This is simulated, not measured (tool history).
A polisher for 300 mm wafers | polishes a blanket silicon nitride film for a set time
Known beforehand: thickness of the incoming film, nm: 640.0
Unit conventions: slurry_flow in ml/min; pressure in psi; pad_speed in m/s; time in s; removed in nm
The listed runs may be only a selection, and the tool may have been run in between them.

Run 1, hour 0.0: slurry_flow 135 ml/min, pressure 2.3 psi, pad_speed 1.10 m/s, time 21 s. Result: removed 30.046 nm.
Run 2, hour 6.4: slurry_flow 145 ml/min, pressure 2.3 psi, pad_speed 1.10 m/s, time 21 s. Result: removed 30.192 nm.
Run 3, hour 9.6: slurry_flow 150 ml/min, pressure 2.3 psi, pad_speed 1.10 m/s, time 21 s. Result: removed 30.548 nm.
Run 4, hour 17.4: slurry_flow 150 ml/min, pressure 2.3 psi, pad_speed 0.86 m/s, time 21 s. Result: removed 24.523 nm.
Run 5, hour 23.4: slurry_flow 140 ml/min, pressure 2.3 psi, pad_speed 0.86 m/s, time 21 s. Result: removed 24.661 nm.
Run 6, hour 30.2: slurry_flow 140 ml/min, pressure 2.4 psi, pad_speed 0.86 m/s, time 21 s. Result: removed 25.435 nm.
Run 7, hour 33.9: slurry_flow 145 ml/min, pressure 2.5 psi, pad_speed 0.86 m/s, time 21 s. Result: removed 26.799 nm.

For run 8, what comes out?
Run 8, hour 40.1: slurry_flow 150 ml/min, pressure 2.6 psi, pad_speed 0.86 m/s, time 21 s. Result: removed ?.

{"run 8": {"removed": 27.806}}
